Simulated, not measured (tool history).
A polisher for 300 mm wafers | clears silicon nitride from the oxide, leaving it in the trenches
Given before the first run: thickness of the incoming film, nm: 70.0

run  hour  flow of slurry (ml/min)  pressure of the wafer on the pad (psi)  speed of the pad under the wafer (m/s)  overpolish time after the end point (s)  time until the end point was called (s)
  1     0                      195                                     1.7                                    0.94                                       20                                   127.41
  2   2.3                      195                                     1.7                                    0.94                                       22                                   128.07
  3   8.3                      235                                     1.7                                    0.94                                       22                                    124.6
  4  15.8                      215                                     1.4                                     0.8                                       22                                   174.18
  5  22.5                      215                                     1.4                                     0.8                                       20                                   174.33
  6  27.7                      215                                     1.8                                     0.8                                       20                                   140.52
  7  34.6                      200                                     1.5                                     0.7                                       20                                   186.41

For run 8, what comes out?
  8  38.9                      185                                     1.3                                    0.62                                       20                                        ?

For run 8 the tool returned time until the end point was called (s) 242.68.
